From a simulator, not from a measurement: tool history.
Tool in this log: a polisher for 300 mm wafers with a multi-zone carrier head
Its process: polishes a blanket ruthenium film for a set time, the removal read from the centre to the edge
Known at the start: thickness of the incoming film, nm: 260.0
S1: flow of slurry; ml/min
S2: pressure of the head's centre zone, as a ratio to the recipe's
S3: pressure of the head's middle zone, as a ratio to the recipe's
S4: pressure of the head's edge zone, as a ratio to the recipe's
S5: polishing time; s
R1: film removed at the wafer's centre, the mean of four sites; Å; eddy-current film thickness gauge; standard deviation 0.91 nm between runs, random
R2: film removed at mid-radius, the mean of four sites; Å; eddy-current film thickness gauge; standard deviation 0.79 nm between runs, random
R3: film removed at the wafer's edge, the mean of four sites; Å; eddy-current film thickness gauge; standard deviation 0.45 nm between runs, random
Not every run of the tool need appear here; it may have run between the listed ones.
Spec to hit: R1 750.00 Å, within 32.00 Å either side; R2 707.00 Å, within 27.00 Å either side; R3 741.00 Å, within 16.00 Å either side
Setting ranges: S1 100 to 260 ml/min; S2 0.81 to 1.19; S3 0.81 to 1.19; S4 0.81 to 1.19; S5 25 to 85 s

Run 1, hour 0.0: S1 165 ml/min, S2 1.00, S3 1.00, S4 1.00, S5 55 s. Result: R1 553.14 Å, R2 589.95 Å, R3 564.05 Å.
Run 2, hour 1.7: S1 165 ml/min, S2 0.92, S3 1.00, S4 1.00, S5 55 s. Result: R1 512.77 Å, R2 579.70 Å, R3 564.38 Å.
Run 3, hour 9.5: S1 165 ml/min, S2 0.92, S3 0.96, S4 1.00, S5 55 s. Result: R1 507.83 Å, R2 569.56 Å, R3 563.93 Å.
Run 4, hour 17.5: S1 180 ml/min, S2 0.96, S3 0.96, S4 1.04, S5 57 s. Result: R1 558.06 Å, R2 600.65 Å, R3 605.99 Å.
Run 5, hour 21.3: S1 195 ml/min, S2 0.96, S3 0.96, S4 1.04, S5 57 s. Result: R1 574.27 Å, R2 599.08 Å, R3 612.32 Å.
Run 6, hour 26.6: S1 160 ml/min, S2 0.96, S3 0.96, S4 1.04, S5 57 s. Result: R1 561.37 Å, R2 579.38 Å, R3 600.73 Å.
Run 7, hour 32.7: S1 175 ml/min, S2 0.99, S3 0.98, S4 1.07, S5 58 s. Result: R1 591.02 Å, R2 602.77 Å, R3 622.69 Å.
Run 8, hour 39.4: S1 190 ml/min, S2 1.01, S3 0.99, S4 1.09, S5 59 s. Result: R1 605.14 Å, R2 627.60 Å, R3 641.23 Å.
Run 9, hour 40.4: S1 200 ml/min, S2 1.04, S3 0.99, S4 1.11, S5 60 s. Result: R1 628.70 Å, R2 660.04 Å, R3 670.31 Å.
Run 10, hour 42.3: S1 205 ml/min, S2 1.08, S3 0.98, S4 1.12, S5 61 s. Result: R1 687.81 Å, R2 660.58 Å, R3 677.66 Å.
Run 11, hour 50.0: S1 210 ml/min, S2 1.09, S3 0.98, S4 1.14, S5 62 s. Result: R1 705.75 Å, R2 670.08 Å, R3 703.92 Å.
Run 12, hour 56.6: S1 215 ml/min, S2 1.10, S3 0.98, S4 1.15, S5 62 s. Result: R1 723.45 Å, R2 662.85 Å, R3 711.98 Å.
Run 13, hour 57.8: S1 220 ml/min, S2 1.10, S3 0.99, S4 1.15, S5 62 s. Result: R1 718.50 Å, R2 669.89 Å, R3 706.53 Å.
Run 14, hour 60.1: S1 225 ml/min, S2 1.10, S3 1.00, S4 1.16, S5 62 s. Result: R1 702.15 Å, R2 673.10 Å, R3 705.82 Å.

Which of these 5 next moves meets every target?
Run A, hour 62.4: S1 245 ml/min, S2 1.14, S3 1.02, S4 1.16, S5 67 s. Result: R1 ?, R2 ?, R3 ?.
Run B, hour 62.4: S1 260 ml/min, S2 0.98, S3 1.08, S4 1.19, S5 66 s. Result: R1 ?, R2 ?, R3 ?.
Run C, hour 62.4: S1 215 ml/min, S2 1.04, S3 1.01, S4 1.19, S5 64 s. Result: R1 ?, R2 ?, R3 ?.
Run D, hour 62.4: S1 235 ml/min, S2 1.14, S3 1.01, S4 1.15, S5 68 s. Result: R1 ?, R2 ?, R3 ?.
Run E, hour 62.4: S1 260 ml/min, S2 1.13, S3 0.99, S4 1.15, S5 64 s. Result: R1 ?, R2 ?, R3 ?.

move      R1      R2      R3
   A  804.52  767.77  775.66
   B  700.88  799.68  777.51
   C  697.66  716.54  742.40
   D  812.18  769.13  781.04
   E  767.98  719.81  741.53
A: moves the result that the last run missed by most past its target, out the other side
B: moves the result that the last run missed by most past its target, out the other side
C: brings the last run's worst result on target, with another outside its allowed miss
D: moves the result that the last run missed by most past its target, out the other side
E: every result lands within tolerance
Correct choice: E, which meets every target

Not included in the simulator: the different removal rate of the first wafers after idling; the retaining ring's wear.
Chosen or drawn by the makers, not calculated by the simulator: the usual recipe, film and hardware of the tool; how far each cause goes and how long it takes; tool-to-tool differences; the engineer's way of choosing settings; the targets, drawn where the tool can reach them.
